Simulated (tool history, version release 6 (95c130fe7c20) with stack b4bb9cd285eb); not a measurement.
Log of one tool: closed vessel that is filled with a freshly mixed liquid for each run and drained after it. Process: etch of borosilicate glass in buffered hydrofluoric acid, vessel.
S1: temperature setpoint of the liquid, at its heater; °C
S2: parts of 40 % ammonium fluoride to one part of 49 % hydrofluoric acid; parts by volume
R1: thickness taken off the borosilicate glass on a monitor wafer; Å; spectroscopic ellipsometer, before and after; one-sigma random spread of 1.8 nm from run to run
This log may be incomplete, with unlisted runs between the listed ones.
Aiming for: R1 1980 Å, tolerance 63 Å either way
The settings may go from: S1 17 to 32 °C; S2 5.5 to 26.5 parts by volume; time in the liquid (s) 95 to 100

Run 1, day 0: S1 24 °C, S2 16 parts by volume, time in the liquid (s) 95. Result: R1 774.2 Å.
Run 2, day 0.2: S1 25 °C, S2 14.5 parts by volume, time in the liquid (s) 95. Result: R1 894.72 Å.
Run 3, day 0.538: S1 26 °C, S2 13.5 parts by volume, time in the liquid (s) 95. Result: R1 1017.9 Å.
Run 4, day 0.867: S1 24 °C, S2 13.5 parts by volume, time in the liquid (s) 95. Result: R1 917.68 Å.
Run 5, day 0.921: S1 24 °C, S2 16.5 parts by volume, time in the liquid (s) 95. Result: R1 749.33 Å.
Run 6, day 1.196: S1 24 °C, S2 16.5 parts by volume, time in the liquid (s) 95. Result: R1 742.44 Å.
Run 7, day 1.283: S1 25 °C, S2 15 parts by volume, time in the liquid (s) 95. Result: R1 850.73 Å.
Run 8, day 1.5: S1 25 °C, S2 15 parts by volume, time in the liquid (s) 95. Result: R1 866.94 Å.
Run 9, day 1.683: S1 29 °C, S2 10 parts by volume, time in the liquid (s) 95. Result: R1 1624.4 Å.
Run 10, day 1.792: S1 32 °C, S2 10 parts by volume, time in the liquid (s) 95. Result: R1 1862.2 Å.
Run 11, day 1.842: S1 32 °C, S2 9.5 parts by volume, time in the liquid (s) 95. Result: R1 1925.6 Å.
Run 12, day 1.912: S1 32 °C, S2 9.5 parts by volume, time in the liquid (s) 95. Result: R1 1925.7 Å.

Exercise: of the 4 proposed moves below, exactly one satisfies all targets within the stated allowed misses. Which move is it?
Run A, day 1.983: S1 31.5 °C, S2 10.5 parts by volume, time in the liquid (s) 100. Result: R1 ?.
Run B, day 1.983: S1 24 °C, S2 7 parts by volume, time in the liquid (s) 100. Result: R1 ?.
Run C, day 1.983: S1 31 °C, S2 9 parts by volume, time in the liquid (s) 95. Result: R1 ?.
Run D, day 1.983: S1 32 °C, S2 9 parts by volume, time in the liquid (s) 95. Result: R1 ?.

move      R1
   A    1825
   B  1826.4
   C  1896.5
   D  1995.9
A: moves away from the targets compared with the last run
B: moves away from the targets compared with the last run
C: moves away from the targets compared with the last run
D: all results land within tolerance of their targets
Correct choice: D, which meets every target
